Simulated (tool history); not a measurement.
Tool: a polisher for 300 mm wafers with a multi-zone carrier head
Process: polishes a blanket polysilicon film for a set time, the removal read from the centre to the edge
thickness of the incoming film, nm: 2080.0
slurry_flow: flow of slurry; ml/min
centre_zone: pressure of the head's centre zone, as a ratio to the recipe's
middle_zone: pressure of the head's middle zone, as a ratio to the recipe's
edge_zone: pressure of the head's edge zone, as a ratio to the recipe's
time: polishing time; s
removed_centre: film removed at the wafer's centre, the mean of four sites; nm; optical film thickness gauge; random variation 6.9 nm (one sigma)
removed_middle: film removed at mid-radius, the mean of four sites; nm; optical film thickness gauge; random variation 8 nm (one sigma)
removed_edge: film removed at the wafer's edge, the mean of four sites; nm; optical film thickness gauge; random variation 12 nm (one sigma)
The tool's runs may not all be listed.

Run 1, hour 0.0: slurry_flow 200 ml/min, centre_zone 1.00, middle_zone 1.00, edge_zone 1.00, time 67 s. Result: removed_centre 619.62 nm, removed_middle 621.43 nm, removed_edge 614.07 nm.
Run 2, hour 1.0: slurry_flow 205 ml/min, centre_zone 0.98, middle_zone 1.01, edge_zone 1.04, time 71 s. Result: removed_centre 646.29 nm, removed_middle 668.35 nm, removed_edge 653.03 nm.
Run 3, hour 9.0: slurry_flow 195 ml/min, centre_zone 0.95, middle_zone 1.00, edge_zone 1.06, time 76 s. Result: removed_centre 658.48 nm, removed_middle 713.78 nm, removed_edge 713.38 nm.
Run 4, hour 15.7: slurry_flow 195 ml/min, centre_zone 0.95, middle_zone 1.00, edge_zone 1.06, time 67 s. Result: removed_centre 582.03 nm, removed_middle 620.82 nm, removed_edge 630.87 nm.
Run 5, hour 18.4: slurry_flow 195 ml/min, centre_zone 1.01, middle_zone 1.00, edge_zone 1.06, time 67 s. Result: removed_centre 614.56 nm, removed_middle 631.62 nm, removed_edge 626.87 nm.
Run 6, hour 25.8: slurry_flow 185 ml/min, centre_zone 0.99, middle_zone 1.00, edge_zone 1.08, time 72 s. Result: removed_centre 650.17 nm, removed_middle 667.15 nm, removed_edge 667.87 nm.
Run 7, hour 31.7: slurry_flow 200 ml/min, centre_zone 0.96, middle_zone 1.00, edge_zone 1.10, time 75 s. Result: removed_centre 662.54 nm, removed_middle 690.89 nm, removed_edge 692.33 nm.

The next listed run, before its measurement:
Run 8, hour 40.5: slurry_flow 190 ml/min, centre_zone 0.94, middle_zone 1.00, edge_zone 1.10, time 79 s. Result: removed_centre ?, removed_middle ?, removed_edge ?.

Run 8 gave removed_centre 671.12 nm, removed_middle 722.24 nm, removed_edge 743.66 nm.

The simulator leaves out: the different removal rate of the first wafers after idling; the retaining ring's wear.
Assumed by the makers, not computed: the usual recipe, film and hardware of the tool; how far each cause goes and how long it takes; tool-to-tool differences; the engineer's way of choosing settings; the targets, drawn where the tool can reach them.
